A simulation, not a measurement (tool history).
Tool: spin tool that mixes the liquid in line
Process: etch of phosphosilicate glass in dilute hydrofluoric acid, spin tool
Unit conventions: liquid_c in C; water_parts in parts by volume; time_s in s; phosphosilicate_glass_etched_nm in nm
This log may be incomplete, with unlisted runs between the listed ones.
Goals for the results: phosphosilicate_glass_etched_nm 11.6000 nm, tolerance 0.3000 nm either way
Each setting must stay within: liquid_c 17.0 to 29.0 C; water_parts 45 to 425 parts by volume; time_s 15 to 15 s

| run | hour | liquid_c | water_parts | time_s | phosphosilicate_glass_etched_nm |
|---|---|---|---|---|---|
| 1 | 0.0 | 21.0 | 235 | 15 | 5.7207 |
| 2 | 8.5 | 21.0 | 235 | 15 | 5.6584 |
| 3 | 10.9 | 23.0 | 215 | 15 | 6.8596 |
| 4 | 11.5 | 26.0 | 215 | 15 | 7.6768 |
| 5 | 14.2 | 27.0 | 200 | 15 | 8.6595 |
| 6 | 22.4 | 27.5 | 190 | 15 | 9.3821 |
| 7 | 26.2 | 28.0 | 180 | 15 | 10.0900 |
| 8 | 29.7 | 28.5 | 175 | 15 | 10.7580 |
| 9 | 38.3 | 28.5 | 170 | 15 | 11.0610 |

Next run, 4 choices. One meets every target within its allowed miss, the rest don't. Which?
| A | 46.9 | 29.0 | 175 | 15 | ? |
| B | 46.9 | 29.0 | 180 | 15 | ? |
| C | 46.9 | 28.0 | 175 | 15 | ? |
| D | 46.9 | 26.5 | 155 | 15 | ? |

| move | phosphosilicate_glass_etched_nm |
|---|---|
| A | 10.7960 |
| B | 10.4320 |
| C | 10.4170 |
| D | 11.4050 |
A: misses by more than the last run did
B: misses by more than the last run did
C: misses by more than the last run did
D: every result within its allowed miss
Move D is the one to make.

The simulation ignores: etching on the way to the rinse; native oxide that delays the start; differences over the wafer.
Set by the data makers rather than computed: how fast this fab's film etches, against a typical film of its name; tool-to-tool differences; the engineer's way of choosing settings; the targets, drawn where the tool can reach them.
